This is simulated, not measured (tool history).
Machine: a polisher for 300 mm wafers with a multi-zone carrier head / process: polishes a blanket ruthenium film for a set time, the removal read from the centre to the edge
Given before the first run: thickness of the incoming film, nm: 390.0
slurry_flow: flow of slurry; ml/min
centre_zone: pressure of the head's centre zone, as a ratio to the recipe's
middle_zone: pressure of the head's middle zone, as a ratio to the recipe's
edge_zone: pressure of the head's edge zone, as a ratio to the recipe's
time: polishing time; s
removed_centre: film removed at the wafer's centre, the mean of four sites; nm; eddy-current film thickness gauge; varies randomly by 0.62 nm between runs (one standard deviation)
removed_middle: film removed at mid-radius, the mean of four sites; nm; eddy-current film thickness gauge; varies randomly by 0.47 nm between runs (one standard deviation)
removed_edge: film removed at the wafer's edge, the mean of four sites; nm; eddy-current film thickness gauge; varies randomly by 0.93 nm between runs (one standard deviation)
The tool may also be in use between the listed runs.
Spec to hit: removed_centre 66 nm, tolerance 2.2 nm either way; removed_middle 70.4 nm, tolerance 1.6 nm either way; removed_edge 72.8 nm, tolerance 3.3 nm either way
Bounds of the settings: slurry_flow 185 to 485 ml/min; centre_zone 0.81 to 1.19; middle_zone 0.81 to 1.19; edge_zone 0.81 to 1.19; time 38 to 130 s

run	hour	slurry_flow	centre_zone	middle_zone	edge_zone	time	removed_centre	removed_middle	removed_edge
1	0	310	1	1	1	84	101.6	105.11	103.11
2	3.6	300	0.96	0.96	0.96	77	90.141	91.554	95.457
3	7.4	305	0.94	0.96	0.94	70	80.701	83.844	86.078
4	8.3	305	0.94	0.96	1	70	79.41	84.025	88.667
5	11.5	305	0.94	0.96	1	52	59.192	61.734	65.835
6	12.7	305	0.87	0.96	1	52	54.385	61.654	67.284
7	20.4	315	0.9	0.97	1.01	54	58.415	65.645	67.113
8	26.7	315	0.91	0.97	1.01	56	62.414	68.558	71.513
9	28.8	325	0.92	0.97	1.01	56	62.794	67.821	72.715

Consider the 5 candidate settings below. Which is the only one whose results all fall within their allowed miss of target?
A	30.9	235	0.81	1.02	1.09	57	?	?	?
B	30.9	385	0.9	0.88	1.13	56	?	?	?
C	30.9	410	0.89	0.99	1.14	56	?	?	?
D	30.9	305	0.92	0.94	1.06	55	?	?	?
E	30.9	435	0.9	0.93	0.9	59	?	?	?

move	removed_centre	removed_middle	removed_edge
A	54.881	70.114	75.254
B	62.047	63.243	77.268
C	61.642	69.637	77.727
D	61.353	64.476	72.626
E	65.895	70.079	73.243
A: brings the result that was furthest off to its target, and leaves another outside
B: the biggest miss grows against the last run
C: brings the result that was furthest off to its target, and leaves another outside
D: the biggest miss grows against the last run
E: every result within its allowed miss
The right move is E.
